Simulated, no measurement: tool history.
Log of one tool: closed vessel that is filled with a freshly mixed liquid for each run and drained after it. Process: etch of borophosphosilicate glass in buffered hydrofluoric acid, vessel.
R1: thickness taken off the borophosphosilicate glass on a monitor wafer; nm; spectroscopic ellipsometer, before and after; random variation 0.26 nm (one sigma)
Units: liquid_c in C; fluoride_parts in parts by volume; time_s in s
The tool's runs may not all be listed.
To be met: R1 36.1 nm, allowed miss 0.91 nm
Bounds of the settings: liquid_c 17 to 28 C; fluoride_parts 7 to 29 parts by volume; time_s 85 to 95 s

run 1 hour=0 | liquid_c=20 fluoride_parts=18 time_s=85 | R1=55.369
run 2 hour=4.9 | liquid_c=20 fluoride_parts=18 time_s=95 | R1=60.801
run 3 hour=8.3 | liquid_c=20 fluoride_parts=22 time_s=95 | R1=51.865
run 4 hour=17.3 | liquid_c=17.5 fluoride_parts=22 time_s=95 | R1=45.696
run 5 hour=21.2 | liquid_c=17.5 fluoride_parts=23.5 time_s=95 | R1=43.034
run 6 hour=30.3 | liquid_c=17.5 fluoride_parts=24.5 time_s=95 | R1=41.953
run 7 hour=32.2 | liquid_c=17.5 fluoride_parts=25.5 time_s=95 | R1=40.652
run 8 hour=39.7 | liquid_c=17.5 fluoride_parts=26.5 time_s=95 | R1=39.634
run 9 hour=44.3 | liquid_c=17.5 fluoride_parts=27 time_s=95 | R1=39.876
run 10 hour=47.5 | liquid_c=17.5 fluoride_parts=27.5 time_s=95 | R1=38.819
run 11 hour=52.9 | liquid_c=17.5 fluoride_parts=28 time_s=95 | R1=38.63

Which of these 4 next moves meets every target?
run A hour=58.3 | liquid_c=17.5 fluoride_parts=28.5 time_s=95 | R1=?
run B hour=58.3 | liquid_c=19 fluoride_parts=28.5 time_s=90 | R1=?
run C hour=58.3 | liquid_c=18 fluoride_parts=29 time_s=90 | R1=?
run D hour=58.3 | liquid_c=18.5 fluoride_parts=29 time_s=90 | R1=?

move=A R1=37.823
move=B R1=38.992
move=C R1=36.416
move=D R1=37.457
A: nearer than the last run, and not there yet
B: further off than the last run
C: meets every target
D: nearer than the last run, and not there yet
The right move is C.

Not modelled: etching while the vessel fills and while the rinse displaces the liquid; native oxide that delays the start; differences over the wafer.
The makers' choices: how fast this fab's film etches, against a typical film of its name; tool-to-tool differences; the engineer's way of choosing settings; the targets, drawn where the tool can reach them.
